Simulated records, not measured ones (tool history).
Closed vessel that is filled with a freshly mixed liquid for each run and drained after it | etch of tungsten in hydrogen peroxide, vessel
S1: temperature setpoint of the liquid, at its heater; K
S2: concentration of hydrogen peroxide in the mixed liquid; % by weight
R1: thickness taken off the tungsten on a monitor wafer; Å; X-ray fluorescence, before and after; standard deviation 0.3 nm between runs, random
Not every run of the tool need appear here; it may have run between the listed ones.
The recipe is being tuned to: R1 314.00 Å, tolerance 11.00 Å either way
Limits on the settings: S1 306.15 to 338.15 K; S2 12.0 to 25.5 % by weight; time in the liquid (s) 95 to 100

Run 1, day 0.000: S1 322.15 K, S2 17.5 % by weight, time in the liquid (s) 95. Result: R1 664.40 Å.
Run 2, day 0.125: S1 320.15 K, S2 17.5 % by weight, time in the liquid (s) 95. Result: R1 585.97 Å.
Run 3, day 0.296: S1 318.15 K, S2 17.5 % by weight, time in the liquid (s) 95. Result: R1 520.93 Å.
Run 4, day 0.608: S1 321.65 K, S2 17.5 % by weight, time in the liquid (s) 95. Result: R1 646.36 Å.
Run 5, day 0.667: S1 321.65 K, S2 15.5 % by weight, time in the liquid (s) 95. Result: R1 600.44 Å.
Run 6, day 0.704: S1 319.65 K, S2 15.5 % by weight, time in the liquid (s) 95. Result: R1 532.99 Å.
Run 7, day 0.900: S1 318.15 K, S2 15.5 % by weight, time in the liquid (s) 95. Result: R1 486.72 Å.
Run 8, day 1.012: S1 316.65 K, S2 15.5 % by weight, time in the liquid (s) 95. Result: R1 448.10 Å.
Run 9, day 1.150: S1 315.65 K, S2 15.5 % by weight, time in the liquid (s) 95. Result: R1 410.72 Å.
Run 10, day 1.296: S1 310.65 K, S2 15.5 % by weight, time in the liquid (s) 95. Result: R1 301.65 Å.

5 next moves are on the table. One of them brings every result within its allowed miss. Which?
Run A, day 1.442: S1 310.65 K, S2 14.5 % by weight, time in the liquid (s) 95. Result: R1 ?.
Run B, day 1.442: S1 310.65 K, S2 17.0 % by weight, time in the liquid (s) 95. Result: R1 ?.
Run C, day 1.442: S1 311.65 K, S2 12.0 % by weight, time in the liquid (s) 95. Result: R1 ?.
Run D, day 1.442: S1 311.15 K, S2 13.5 % by weight, time in the liquid (s) 95. Result: R1 ?.
Run E, day 1.442: S1 308.65 K, S2 19.0 % by weight, time in the liquid (s) 95. Result: R1 ?.

move      R1
   A  291.95
   B  316.12
   C  283.69
   D  291.16
   E  292.54
A: further off than the last run
B: all results in spec
C: further off than the last run
D: further off than the last run
E: further off than the last run
B is the move that brings every result within its allowed miss.
